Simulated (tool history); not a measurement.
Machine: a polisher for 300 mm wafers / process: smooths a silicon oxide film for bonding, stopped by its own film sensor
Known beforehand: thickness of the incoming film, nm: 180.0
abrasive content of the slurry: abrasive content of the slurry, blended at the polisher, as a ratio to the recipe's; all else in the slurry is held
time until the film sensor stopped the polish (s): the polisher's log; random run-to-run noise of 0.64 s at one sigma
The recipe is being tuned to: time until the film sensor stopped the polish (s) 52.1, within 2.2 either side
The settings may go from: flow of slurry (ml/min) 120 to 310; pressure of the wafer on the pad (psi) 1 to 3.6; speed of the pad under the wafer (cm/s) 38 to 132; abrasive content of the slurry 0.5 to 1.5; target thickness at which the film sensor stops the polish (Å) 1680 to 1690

run,hour,flow of slurry (ml/min),pressure of the wafer on the pad (psi),speed of the pad under the wafer (cm/s),abrasive content of the slurry,target thickness at which the film sensor stops the polish (Å),time until the film sensor stopped the polish (s)
1,0,200,2.3,84,1,1680,21.446
2,3,200,2,76,1,1680,26.642
3,10.1,200,2,76,0.95,1680,27.886
4,13.5,200,2,64,0.95,1680,31.827
5,20.3,200,1.7,62,0.95,1680,37.726
6,26.1,200,1.5,62,0.95,1680,42.147
7,31.2,200,1.4,62,0.95,1680,45.403
8,33.2,200,1.3,62,0.95,1680,48.929

Next run, 5 choices. One meets every target within its allowed miss, the rest don't. Which?
A,35.2,175,1.7,42,0.85,1690,?
B,35.2,205,1.5,56,0.9,1680,?
C,35.2,160,1.5,50,0.95,1690,?
D,35.2,205,1.4,48,1.1,1690,?
E,35.2,180,1.4,62,0.95,1680,?

move,time until the film sensor stopped the polish (s)
A,52.354
B,47.696
C,47.724
D,46
E,45.92
A: every result within its allowed miss
B: its largest miss is bigger than the last run's
C: its largest miss is bigger than the last run's
D: its largest miss is bigger than the last run's
E: its largest miss is bigger than the last run's
So the answer is move A, the one that meets all the targets.

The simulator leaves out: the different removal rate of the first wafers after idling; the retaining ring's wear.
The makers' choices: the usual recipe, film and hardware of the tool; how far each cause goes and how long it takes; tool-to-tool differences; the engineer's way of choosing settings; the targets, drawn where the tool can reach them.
